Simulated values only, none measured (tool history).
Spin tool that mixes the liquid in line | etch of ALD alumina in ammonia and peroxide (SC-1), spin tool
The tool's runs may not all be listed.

run	day	temperature setpoint of the liquid (C)	parts of 29 % ammonia solution to one part of 30 % peroxide (parts by volume)	time under the liquid (s)	thickness taken off the ALD alumina on a monitor wafer (nm)
1	0	50	0.6	100	5.4278
2	0.071	48	0.6	100	4.8445
3	0.396	46	0.6	100	4.3509
4	0.521	46	0.4	100	4.1579
5	0.804	46	0.4	80	3.3466
6	0.971	46	0.4	100	4.1967
7	1.258	44.5	0.4	100	3.8203
8	1.367	43.5	0.4	100	3.62
9	1.638	42.5	0.4	100	3.4164
10	1.667	42	0.4	100	3.3304

Run 11 comes next. What will it give?
11	2.017	41.5	0.4	100	?

{"run 11": {"thickness taken off the ALD alumina on a monitor wafer (nm)": 3.2174}}

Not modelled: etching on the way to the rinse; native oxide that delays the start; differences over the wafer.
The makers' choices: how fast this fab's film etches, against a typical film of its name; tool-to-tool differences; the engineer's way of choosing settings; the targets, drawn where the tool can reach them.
